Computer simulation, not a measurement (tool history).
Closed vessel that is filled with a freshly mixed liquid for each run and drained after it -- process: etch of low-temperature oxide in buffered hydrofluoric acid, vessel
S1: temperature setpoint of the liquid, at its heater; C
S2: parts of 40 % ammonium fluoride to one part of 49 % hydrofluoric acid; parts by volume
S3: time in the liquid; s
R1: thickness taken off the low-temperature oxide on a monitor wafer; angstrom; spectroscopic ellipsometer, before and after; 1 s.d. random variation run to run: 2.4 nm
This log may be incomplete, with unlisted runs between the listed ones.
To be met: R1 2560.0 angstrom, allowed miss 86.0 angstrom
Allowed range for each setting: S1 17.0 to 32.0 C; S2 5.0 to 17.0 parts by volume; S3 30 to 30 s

run  hour    S1    S2  S3      R1
  1   0.0  24.0  10.5  30  1166.1
  2   2.1  26.0   9.5  30  1431.4
  3   4.7  27.5   9.0  30  1596.7
  4  12.1  27.5  10.5  30  1422.6
  5  20.8  24.5  10.5  30  1206.4
  6  26.2  24.5  10.5  30  1205.1
  7  32.9  26.5   9.5  30  1465.8
  8  38.8  28.0   8.5  30  1760.1

Next run, 5 choices. One meets every target within its allowed miss, the rest don't. Which?
  A  44.7  29.0  6.0  30   ?
  B  44.7  31.0  7.5  30   ?
  C  44.7  32.0  8.0  30   ?
  D  44.7  30.0  7.0  30   ?
  E  44.7  25.5  5.5  30   ?

move      R1
   A  2561.2
   B  2310.5
   C  2269.7
   D  2362.2
   E  2288.1
A: all results land within tolerance of their targets
B: moves toward the targets from the last run without getting all of them in spec
C: moves toward the targets from the last run without getting all of them in spec
D: moves toward the targets from the last run without getting all of them in spec
E: moves toward the targets from the last run without getting all of them in spec
Answer: A
